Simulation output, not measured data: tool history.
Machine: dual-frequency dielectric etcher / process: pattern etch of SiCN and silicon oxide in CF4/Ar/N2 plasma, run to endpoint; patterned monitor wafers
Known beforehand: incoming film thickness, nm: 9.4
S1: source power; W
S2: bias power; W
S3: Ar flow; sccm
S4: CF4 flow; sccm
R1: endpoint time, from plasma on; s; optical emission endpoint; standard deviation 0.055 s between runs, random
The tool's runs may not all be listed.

run 1 hour=0.0 | S1=400 S2=97 S3=135 S4=67 | R1=13.189
run 2 hour=2.2 | S1=400 S2=109 S3=135 S4=67 | R1=12.471
run 3 hour=9.5 | S1=400 S2=121 S3=135 S4=67 | R1=11.936
run 4 hour=11.2 | S1=360 S2=121 S3=135 S4=67 | R1=12.892
run 5 hour=17.8 | S1=360 S2=121 S3=146 S4=67 | R1=13.170
run 6 hour=21.5 | S1=360 S2=121 S3=125 S4=67 | R1=12.904

Forecast run 7:
run 7 hour=28.5 | S1=380 S2=121 S3=125 S4=67 | R1=?

For run 7 the tool returned R1 12.256 s.
